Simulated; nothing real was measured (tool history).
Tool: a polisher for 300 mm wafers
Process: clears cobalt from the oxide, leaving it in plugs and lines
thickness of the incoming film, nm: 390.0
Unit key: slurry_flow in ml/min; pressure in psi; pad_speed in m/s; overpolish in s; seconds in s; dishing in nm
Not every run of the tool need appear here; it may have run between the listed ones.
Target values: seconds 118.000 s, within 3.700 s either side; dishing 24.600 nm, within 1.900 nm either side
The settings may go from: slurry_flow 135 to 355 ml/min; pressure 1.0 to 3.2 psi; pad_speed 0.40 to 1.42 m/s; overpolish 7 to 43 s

| run | hour | slurry_flow | pressure | pad_speed | overpolish | seconds | dishing |
|---|---|---|---|---|---|---|---|
| 1 | 0.0 | 225 | 2.1 | 0.90 | 22 | 80.180 | 33.270 |
| 2 | 7.8 | 225 | 1.9 | 0.90 | 19 | 87.540 | 32.048 |
| 3 | 14.6 | 220 | 1.8 | 0.90 | 16 | 91.938 | 29.287 |
| 4 | 19.2 | 245 | 1.8 | 0.90 | 16 | 90.773 | 28.553 |
| 5 | 24.9 | 245 | 2.2 | 0.90 | 16 | 76.864 | 32.195 |
| 6 | 30.5 | 245 | 2.2 | 1.12 | 16 | 65.800 | 33.647 |
| 7 | 38.6 | 245 | 2.2 | 1.12 | 16 | 66.166 | 33.378 |
| 8 | 41.7 | 230 | 1.6 | 1.10 | 7 | 87.394 | 19.415 |
| 9 | 50.4 | 230 | 1.5 | 1.08 | 10 | 95.608 | 23.627 |
| 10 | 54.3 | 230 | 1.4 | 1.08 | 11 | 101.840 | 23.170 |
| 11 | 57.4 | 230 | 1.3 | 1.08 | 12 | 108.150 | 23.322 |
| 12 | 62.6 | 230 | 1.3 | 1.08 | 13 | 105.580 | 25.174 |
| 13 | 64.4 | 220 | 1.0 | 1.08 | 13 | 129.790 | 22.553 |

Exercise: of the 4 proposed moves below, exactly one satisfies all targets within the stated allowed misses. Which move is it?
| A | 66.2 | 240 | 1.1 | 1.10 | 15 | ? | ? |
| B | 66.2 | 245 | 1.4 | 0.98 | 10 | ? | ? |
| C | 66.2 | 210 | 1.0 | 0.98 | 12 | ? | ? |
| D | 66.2 | 255 | 1.4 | 0.60 | 13 | ? | ? |

| move | seconds | dishing |
|---|---|---|
| A | 118.600 | 24.813 |
| B | 105.590 | 20.979 |
| C | 140.370 | 19.695 |
| D | 141.550 | 20.636 |
A: each result inside its tolerance
B: the result that was furthest off in the last run now lies on the other side of its target
C: its largest miss is bigger than the last run's
D: its largest miss is bigger than the last run's
A is the move that brings every result within its allowed miss.

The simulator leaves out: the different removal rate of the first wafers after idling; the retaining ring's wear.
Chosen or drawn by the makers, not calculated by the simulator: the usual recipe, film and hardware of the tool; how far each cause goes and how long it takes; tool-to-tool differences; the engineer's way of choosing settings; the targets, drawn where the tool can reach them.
